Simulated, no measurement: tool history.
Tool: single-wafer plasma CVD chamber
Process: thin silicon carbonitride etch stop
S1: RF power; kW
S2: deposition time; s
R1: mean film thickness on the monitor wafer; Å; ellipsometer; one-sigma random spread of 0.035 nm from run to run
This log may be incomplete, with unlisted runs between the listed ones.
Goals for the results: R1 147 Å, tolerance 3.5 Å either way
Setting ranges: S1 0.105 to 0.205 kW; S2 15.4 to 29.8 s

{"run": 1, "hour": 0.0, "S1": 0.155, "S2": 22.6, "R1": 131.74}
{"run": 2, "hour": 0.6, "S1": 0.155, "S2": 20.5, "R1": 119.83}
{"run": 3, "hour": 2.0, "S1": 0.16, "S2": 20.9, "R1": 122.65}
{"run": 4, "hour": 3.8, "S1": 0.16, "S2": 22.7, "R1": 133.38}
{"run": 5, "hour": 5.7, "S1": 0.145, "S2": 22.7, "R1": 129.47}
{"run": 6, "hour": 7.7, "S1": 0.13, "S2": 22.7, "R1": 125.51}
{"run": 7, "hour": 10.5, "S1": 0.135, "S2": 22.9, "R1": 128.34}
{"run": 8, "hour": 18.7, "S1": 0.135, "S2": 22.9, "R1": 128.28}
{"run": 9, "hour": 20.3, "S1": 0.14, "S2": 23.1, "R1": 130.8}
{"run": 10, "hour": 23.8, "S1": 0.145, "S2": 23.3, "R1": 132.99}
{"run": 11, "hour": 28.1, "S1": 0.15, "S2": 23.4, "R1": 134.72}
{"run": 12, "hour": 31.0, "S1": 0.155, "S2": 23.5, "R1": 136.49}
{"run": 13, "hour": 38.1, "S1": 0.155, "S2": 23.6, "R1": 137.2}

Consider the 4 candidate settings below. Which is the only one whose results all fall within their allowed miss of target?
{"run": "A", "hour": 45.2, "S1": 0.165, "S2": 23.1, "R1": "?"}
{"run": "B", "hour": 45.2, "S1": 0.155, "S2": 24.1, "R1": "?"}
{"run": "C", "hour": 45.2, "S1": 0.14, "S2": 26.1, "R1": "?"}
{"run": "D", "hour": 45.2, "S1": 0.155, "S2": 23.5, "R1": "?"}

move=A R1=136.75
move=B R1=140.21
move=C R1=147.64
move=D R1=136.72
A: just as far off the targets as the last run
B: gains on the last run, yet a result remains outside its allowed miss
C: every result lands within tolerance
D: just as far off the targets as the last run
Go with C: it meets all targets.

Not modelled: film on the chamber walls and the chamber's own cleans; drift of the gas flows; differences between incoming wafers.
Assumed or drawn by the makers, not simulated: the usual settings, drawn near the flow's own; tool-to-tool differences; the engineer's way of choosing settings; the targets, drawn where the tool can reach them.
